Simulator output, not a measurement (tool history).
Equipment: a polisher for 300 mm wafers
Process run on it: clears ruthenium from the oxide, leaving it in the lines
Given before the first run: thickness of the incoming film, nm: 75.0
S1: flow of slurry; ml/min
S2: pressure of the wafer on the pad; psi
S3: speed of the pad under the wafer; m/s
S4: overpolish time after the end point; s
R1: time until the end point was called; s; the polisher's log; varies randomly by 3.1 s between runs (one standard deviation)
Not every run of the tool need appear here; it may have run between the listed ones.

run	day	S1	S2	S3	S4	R1
1	0	270	1.5	0.86	7	100.58
2	0.067	270	1.5	0.86	7	100.29
3	0.221	270	1.4	0.8	7	116.56
4	0.446	270	1.6	0.8	7	100.77
5	0.783	270	1.6	0.8	7	102.49
6	0.808	270	1.5	0.76	7	114.4
7	0.846	270	1.4	0.72	7	125.89
8	1.046	270	1.3	0.68	7	143.84
9	1.204	270	1.2	0.66	7	158.78

Forecast run 10:
10	1.312	270	1.1	0.64	7	?

R1: 175.66 s
